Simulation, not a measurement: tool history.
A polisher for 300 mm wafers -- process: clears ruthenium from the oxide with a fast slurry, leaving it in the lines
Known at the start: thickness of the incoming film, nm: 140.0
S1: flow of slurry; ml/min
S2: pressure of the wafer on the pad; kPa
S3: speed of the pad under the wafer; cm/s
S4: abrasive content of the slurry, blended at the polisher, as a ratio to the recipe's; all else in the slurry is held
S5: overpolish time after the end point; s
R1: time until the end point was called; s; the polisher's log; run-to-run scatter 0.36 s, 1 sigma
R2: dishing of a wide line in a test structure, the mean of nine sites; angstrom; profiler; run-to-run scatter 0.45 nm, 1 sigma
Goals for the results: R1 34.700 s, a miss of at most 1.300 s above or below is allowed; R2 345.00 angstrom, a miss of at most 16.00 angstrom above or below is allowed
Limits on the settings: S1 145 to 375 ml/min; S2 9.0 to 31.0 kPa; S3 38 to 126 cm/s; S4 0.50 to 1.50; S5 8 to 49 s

run	day	S1	S2	S3	S4	S5	R1	R2
1	0.000	240	20.0	82	1.00	25	48.863	511.89
2	0.204	245	21.4	82	1.00	20	45.765	436.84
3	0.392	280	21.4	82	1.00	20	45.681	443.54
4	0.708	280	21.4	82	0.80	20	49.786	423.46
5	0.812	280	21.4	82	0.80	25	49.968	488.98
6	0.879	300	23.4	80	0.80	20	47.877	447.02
7	1.158	255	22.8	88	0.85	16	44.590	380.41
8	1.462	260	24.8	90	0.80	14	42.294	358.91
9	1.775	270	26.2	90	0.80	13	39.217	352.50
10	2.112	270	26.2	90	0.80	13	40.171	353.72
11	2.300	275	27.6	90	0.80	12	38.301	349.43
12	2.658	280	28.3	90	0.80	12	37.384	349.51
# day 2.725: slurry blender recalibrated
13	2.725	280	29.0	90	0.80	12	33.074	383.73
14	2.808	270	29.0	90	0.80	12	33.145	392.75
15	3.075	275	27.6	90	0.80	8	34.085	265.72
16	3.275	260	28.3	90	0.80	8	34.155	263.95
17	3.508	285	28.3	90	0.80	8	33.415	263.05
18	3.542	260	29.0	90	0.80	8	33.222	266.79
19	3.746	215	29.0	90	0.80	19	34.966	528.11

Below are 4 possible settings for the next run. Only one of them brings all results inside the allowed miss of their targets. Which is it?
A	3.950	190	30.3	90	0.70	11	?	?
B	3.950	230	26.9	84	0.95	13	?	?
C	3.950	215	31.0	82	0.75	15	?	?
D	3.950	260	26.2	90	0.85	15	?	?

move	R1	R2
A	35.489	340.92
B	36.348	384.22
C	35.981	435.07
D	35.924	435.62
A: all results land within tolerance of their targets
B: gains on the last run, yet a result remains outside its allowed miss
C: gains on the last run, yet a result remains outside its allowed miss
D: gains on the last run, yet a result remains outside its allowed miss
The right move is A.

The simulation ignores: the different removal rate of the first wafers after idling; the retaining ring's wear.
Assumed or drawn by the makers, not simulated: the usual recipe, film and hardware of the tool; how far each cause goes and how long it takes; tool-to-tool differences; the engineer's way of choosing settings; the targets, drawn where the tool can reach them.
